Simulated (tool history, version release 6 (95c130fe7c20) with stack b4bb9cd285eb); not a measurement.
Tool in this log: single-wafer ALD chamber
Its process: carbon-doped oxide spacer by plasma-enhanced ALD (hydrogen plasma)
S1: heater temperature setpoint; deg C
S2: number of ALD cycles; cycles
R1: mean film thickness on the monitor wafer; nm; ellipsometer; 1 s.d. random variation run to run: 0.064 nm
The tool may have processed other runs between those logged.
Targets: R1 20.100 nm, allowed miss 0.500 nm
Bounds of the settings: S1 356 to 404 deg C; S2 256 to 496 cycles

run 1 day=0.000 | S1=380 S2=376 | R1=17.472
run 2 day=0.212 | S1=370 S2=376 | R1=17.523
run 3 day=0.583 | S1=370 S2=352 | R1=16.386
run 4 day=0.633 | S1=370 S2=376 | R1=17.444
run 5 day=0.800 | S1=376 S2=376 | R1=17.524
run 6 day=1.067 | S1=376 S2=392 | R1=18.267
run 7 day=1.396 | S1=376 S2=404 | R1=18.736
run 8 day=1.767 | S1=376 S2=413 | R1=19.141
run 9 day=1.883 | S1=376 S2=419 | R1=19.394

Exactly one of the 5 candidate moves below puts every result within its allowed miss. Which one?
run A day=2.000 | S1=379 S2=412 | R1=?
run B day=2.000 | S1=380 S2=390 | R1=?
run C day=2.000 | S1=373 S2=436 | R1=?
run D day=2.000 | S1=371 S2=391 | R1=?
run E day=2.000 | S1=377 S2=398 | R1=?

move=A R1=19.206
move=B R1=18.180
move=C R1=20.324
move=D R1=18.227
move=E R1=18.553
A: moves away from the targets compared with the last run
B: moves away from the targets compared with the last run
C: hits every target within its allowed miss
D: moves away from the targets compared with the last run
E: moves away from the targets compared with the last run
The right move is C.

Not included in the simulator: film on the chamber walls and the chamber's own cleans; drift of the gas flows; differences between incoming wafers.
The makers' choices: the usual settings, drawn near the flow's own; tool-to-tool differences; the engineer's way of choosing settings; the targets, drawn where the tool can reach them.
